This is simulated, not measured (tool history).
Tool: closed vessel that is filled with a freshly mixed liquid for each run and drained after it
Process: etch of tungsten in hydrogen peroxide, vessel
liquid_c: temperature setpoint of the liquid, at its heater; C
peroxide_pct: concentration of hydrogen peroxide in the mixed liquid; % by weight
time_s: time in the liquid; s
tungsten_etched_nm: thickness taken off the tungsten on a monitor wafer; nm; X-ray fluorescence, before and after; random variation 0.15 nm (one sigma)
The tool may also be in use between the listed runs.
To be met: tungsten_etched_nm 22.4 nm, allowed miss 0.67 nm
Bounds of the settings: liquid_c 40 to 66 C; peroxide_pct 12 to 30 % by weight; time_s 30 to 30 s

run  hour  liquid_c  peroxide_pct  time_s  tungsten_etched_nm
  1     0        56            21      30              43.659
  2   5.9      50.5            21      30              31.471
  3  14.9      50.5            23      30               33.03
  4  19.5      48.5            23      30               29.57
  5  22.6        55            23      30              43.379
  6  24.3      51.5            23      30              35.535
  7  26.6        49            23      30              30.037
  8  34.1      47.5            23      30              27.577
  9  37.1      43.5            23      30              21.145

5 next moves are on the table. One of them brings every result within its allowed miss. Which?
  A  40.1        41          26.5      30                   ?
  B  40.1        43            23      30                   ?
  C  40.1        42          26.5      30                   ?
  D  40.1      43.5          20.5      30                   ?
  E  40.1        45            21      30                   ?

move  tungsten_etched_nm
   A              19.493
   B              20.685
   C              20.808
   D              20.169
   E              22.475
A: further off than the last run
B: further off than the last run
C: further off than the last run
D: further off than the last run
E: meets every target
Move E is the one to make.

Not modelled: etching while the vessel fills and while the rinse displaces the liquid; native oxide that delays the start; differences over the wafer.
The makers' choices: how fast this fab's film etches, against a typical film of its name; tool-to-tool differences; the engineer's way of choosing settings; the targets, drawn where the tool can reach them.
